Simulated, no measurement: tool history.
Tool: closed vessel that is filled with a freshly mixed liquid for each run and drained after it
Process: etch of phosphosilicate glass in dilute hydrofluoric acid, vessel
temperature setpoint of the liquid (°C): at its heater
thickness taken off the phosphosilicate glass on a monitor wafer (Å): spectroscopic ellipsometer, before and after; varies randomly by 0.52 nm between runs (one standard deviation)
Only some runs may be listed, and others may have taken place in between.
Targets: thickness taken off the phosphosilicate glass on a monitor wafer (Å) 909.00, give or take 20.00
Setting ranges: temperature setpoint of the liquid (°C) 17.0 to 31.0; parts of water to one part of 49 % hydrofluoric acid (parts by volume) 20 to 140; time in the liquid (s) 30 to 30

| run | day | temperature setpoint of the liquid (°C) | parts of water to one part of 49 % hydrofluoric acid (parts by volume) | time in the liquid (s) | thickness taken off the phosphosilicate glass on a monitor wafer (Å) |
|---|---|---|---|---|---|
| 1 | 0.000 | 23.0 | 75 | 30 | 372.14 |
| 2 | 0.117 | 20.0 | 75 | 30 | 324.61 |
| 3 | 0.317 | 20.0 | 100 | 30 | 235.86 |
| 4 | 0.546 | 18.0 | 100 | 30 | 219.42 |
| 5 | 0.638 | 19.5 | 100 | 30 | 231.03 |
| 6 | 0.954 | 19.5 | 125 | 30 | 180.19 |
| 7 | 1.171 | 23.5 | 95 | 30 | 291.43 |
| 8 | 1.367 | 25.5 | 75 | 30 | 405.03 |
| 9 | 1.729 | 27.0 | 60 | 30 | 545.91 |
| 10 | 1.779 | 27.0 | 60 | 30 | 549.63 |
| 11 | 2.079 | 31.0 | 30 | 30 | 1351.50 |
| 12 | 2.321 | 29.5 | 30 | 30 | 1283.10 |
| 13 | 2.554 | 27.5 | 30 | 30 | 1166.30 |
| 14 | 2.579 | 25.5 | 30 | 30 | 1078.50 |
| 15 | 2.712 | 24.0 | 30 | 30 | 1018.70 |
| 16 | 2.762 | 20.5 | 30 | 30 | 880.02 |

Exercise: of the 4 proposed moves below, exactly one satisfies all targets within the stated allowed misses. Which move is it?
| A | 2.812 | 20.0 | 30 | 30 | ? |
| B | 2.812 | 21.5 | 30 | 30 | ? |
| C | 2.812 | 26.5 | 40 | 30 | ? |
| D | 2.812 | 19.0 | 30 | 30 | ? |

| move | thickness taken off the phosphosilicate glass on a monitor wafer (Å) |
|---|---|
| A | 849.52 |
| B | 905.93 |
| C | 825.63 |
| D | 813.55 |
A: lands further from the targets than the last run did
B: each result inside its tolerance
C: lands further from the targets than the last run did
D: lands further from the targets than the last run did
Correct choice: B, which meets every target
